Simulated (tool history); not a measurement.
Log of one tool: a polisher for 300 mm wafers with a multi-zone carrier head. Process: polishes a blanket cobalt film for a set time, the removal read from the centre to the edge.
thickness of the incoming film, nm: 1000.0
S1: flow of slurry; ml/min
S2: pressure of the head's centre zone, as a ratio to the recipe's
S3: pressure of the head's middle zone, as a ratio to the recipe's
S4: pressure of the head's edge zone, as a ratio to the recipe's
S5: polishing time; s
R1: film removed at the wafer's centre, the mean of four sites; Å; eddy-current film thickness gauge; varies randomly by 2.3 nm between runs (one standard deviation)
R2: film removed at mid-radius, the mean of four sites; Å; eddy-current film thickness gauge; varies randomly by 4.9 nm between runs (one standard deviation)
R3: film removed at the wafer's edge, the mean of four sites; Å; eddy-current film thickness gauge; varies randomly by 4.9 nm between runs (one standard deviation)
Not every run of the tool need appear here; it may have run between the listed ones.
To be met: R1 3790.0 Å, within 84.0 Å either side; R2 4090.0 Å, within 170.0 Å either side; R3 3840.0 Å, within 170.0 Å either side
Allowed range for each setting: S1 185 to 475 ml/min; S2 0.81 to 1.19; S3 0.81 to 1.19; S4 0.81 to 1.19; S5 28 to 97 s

| run | hour | S1 | S2 | S3 | S4 | S5 | R1 | R2 | R3 |
|---|---|---|---|---|---|---|---|---|---|
| 1 | 0.0 | 305 | 1.00 | 1.00 | 1.00 | 62 | 2933.4 | 2872.1 | 2823.9 |
| 2 | 6.5 | 305 | 1.00 | 1.00 | 1.00 | 77 | 3583.5 | 3661.8 | 3588.3 |
| 3 | 13.0 | 305 | 1.00 | 1.00 | 1.03 | 77 | 3590.0 | 3607.6 | 3693.0 |
| 4 | 19.5 | 305 | 1.08 | 1.00 | 1.03 | 77 | 3925.2 | 3638.5 | 3669.8 |
| 5 | 22.6 | 305 | 1.07 | 1.01 | 1.03 | 77 | 3823.0 | 3625.0 | 3676.5 |
| 6 | 25.9 | 305 | 1.07 | 1.01 | 1.11 | 77 | 3866.0 | 3606.6 | 3805.6 |
| 7 | 34.3 | 305 | 1.07 | 1.02 | 1.11 | 77 | 3814.9 | 3645.1 | 3792.3 |
| 8 | 42.9 | 305 | 1.07 | 1.03 | 1.11 | 77 | 3851.2 | 3665.1 | 3782.9 |
| 9 | 47.3 | 305 | 1.07 | 1.04 | 1.11 | 77 | 3860.3 | 3773.7 | 3827.2 |

Which one of the following 4 next-run settings gets every result inside its allowed miss? There is exactly one.
| A | 51.7 | 260 | 1.05 | 0.93 | 1.16 | 83 | ? | ? | ? |
| B | 51.7 | 250 | 1.12 | 1.16 | 1.06 | 78 | ? | ? | ? |
| C | 51.7 | 310 | 1.04 | 1.15 | 1.13 | 78 | ? | ? | ? |
| D | 51.7 | 285 | 1.07 | 0.98 | 1.19 | 74 | ? | ? | ? |

| move | R1 | R2 | R3 |
|---|---|---|---|
| A | 3990.3 | 3565.2 | 4197.5 |
| B | 3989.1 | 3942.1 | 3746.1 |
| C | 3789.4 | 4000.2 | 3931.7 |
| D | 3664.0 | 3334.0 | 3816.7 |
A: misses by more than the last run did
B: gets the furthest-off result to its target, but another result is out of tolerance
C: each result inside its tolerance
D: misses by more than the last run did
The move that meets every target is C.

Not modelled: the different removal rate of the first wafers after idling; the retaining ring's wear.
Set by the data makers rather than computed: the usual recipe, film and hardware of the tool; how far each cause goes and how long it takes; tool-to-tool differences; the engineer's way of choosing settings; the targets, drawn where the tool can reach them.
